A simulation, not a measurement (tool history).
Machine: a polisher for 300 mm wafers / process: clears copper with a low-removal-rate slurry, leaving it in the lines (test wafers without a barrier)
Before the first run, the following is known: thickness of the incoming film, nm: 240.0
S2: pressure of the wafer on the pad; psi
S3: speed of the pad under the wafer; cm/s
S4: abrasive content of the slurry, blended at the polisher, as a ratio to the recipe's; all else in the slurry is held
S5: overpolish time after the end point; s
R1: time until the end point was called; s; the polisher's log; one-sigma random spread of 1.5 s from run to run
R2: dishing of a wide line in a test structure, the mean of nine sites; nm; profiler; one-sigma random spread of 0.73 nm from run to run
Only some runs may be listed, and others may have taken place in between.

{"run": 1, "hour": 0.0, "flow of slurry (ml/min)": 265, "S2": 2.2, "S3": 94, "S4": 1, "S5": 29, "R1": 125.87, "R2": 37.834}
{"run": 2, "hour": 2.2, "flow of slurry (ml/min)": 265, "S2": 2.2, "S3": 94, "S4": 1.15, "S5": 29, "R1": 121.88, "R2": 38.621}
{"run": 3, "hour": 5.9, "flow of slurry (ml/min)": 265, "S2": 2.2, "S3": 94, "S4": 1.15, "S5": 19, "R1": 120.93, "R2": 27.42}
{"run": 4, "hour": 7.4, "flow of slurry (ml/min)": 255, "S2": 2.3, "S3": 94, "S4": 1.1, "S5": 23, "R1": 122.42, "R2": 31.592}
{"run": 5, "hour": 10.0, "flow of slurry (ml/min)": 255, "S2": 2.3, "S3": 94, "S4": 0.9, "S5": 23, "R1": 125.25, "R2": 30.588}
{"run": 6, "hour": 10.6, "flow of slurry (ml/min)": 250, "S2": 2.4, "S3": 94, "S4": 0.9, "S5": 26, "R1": 121.58, "R2": 34.915}

Run 7 is up next; what results do you expect?
{"run": 7, "hour": 11.5, "flow of slurry (ml/min)": 250, "S2": 2.5, "S3": 94, "S4": 0.9, "S5": 28, "R1": "?", "R2": "?"}

For run 7 the tool returned R1 120.35 s, R2 38.22 nm.
